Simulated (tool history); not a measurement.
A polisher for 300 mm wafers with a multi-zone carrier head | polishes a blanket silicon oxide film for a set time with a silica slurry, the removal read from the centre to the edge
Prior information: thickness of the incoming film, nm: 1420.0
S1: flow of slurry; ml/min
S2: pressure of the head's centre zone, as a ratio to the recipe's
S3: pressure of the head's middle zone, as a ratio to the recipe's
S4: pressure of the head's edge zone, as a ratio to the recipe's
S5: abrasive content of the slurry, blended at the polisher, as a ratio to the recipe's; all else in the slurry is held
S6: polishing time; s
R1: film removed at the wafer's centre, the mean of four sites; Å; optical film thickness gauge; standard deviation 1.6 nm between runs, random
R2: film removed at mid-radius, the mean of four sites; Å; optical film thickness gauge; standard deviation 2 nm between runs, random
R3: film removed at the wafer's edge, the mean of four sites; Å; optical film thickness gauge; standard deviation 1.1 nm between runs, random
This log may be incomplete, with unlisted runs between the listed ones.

run    day   S1    S2    S3    S4    S5  S6      R1      R2      R3
  1  0.000  190  1.00  1.00  1.00  1.00  72  2113.0  1917.3  1881.7
  2  0.112  185  0.98  1.01  0.99  0.95  72  2051.0  1896.2  1870.6
  3  0.204  185  0.98  1.01  0.99  0.95  79  2259.7  2107.5  2027.3
  4  0.467  185  0.98  1.01  0.99  0.85  79  2136.5  2010.4  1973.9
  5  0.838  185  0.97  1.03  0.97  0.80  77  2057.7  1943.5  1898.5
  6  1.204  185  0.95  1.05  0.95  0.75  74  1927.0  1947.6  1740.1
  7  1.504  180  0.93  1.05  0.95  0.70  73  1803.0  1854.1  1695.7
  8  1.525  175  0.92  1.05  0.94  0.70  72  1710.7  1822.2  1650.5
  9  1.842  175  0.91  1.05  0.93  0.70  71  1707.7  1794.4  1641.9

Estimate the outcome of run 10 from the log above:
 10  1.946  175  0.90  1.05  0.92  0.70  70   ?   ?   ?

{"run 10": {"R1": 1661.6, "R2": 1766.3, "R3": 1597.5}}

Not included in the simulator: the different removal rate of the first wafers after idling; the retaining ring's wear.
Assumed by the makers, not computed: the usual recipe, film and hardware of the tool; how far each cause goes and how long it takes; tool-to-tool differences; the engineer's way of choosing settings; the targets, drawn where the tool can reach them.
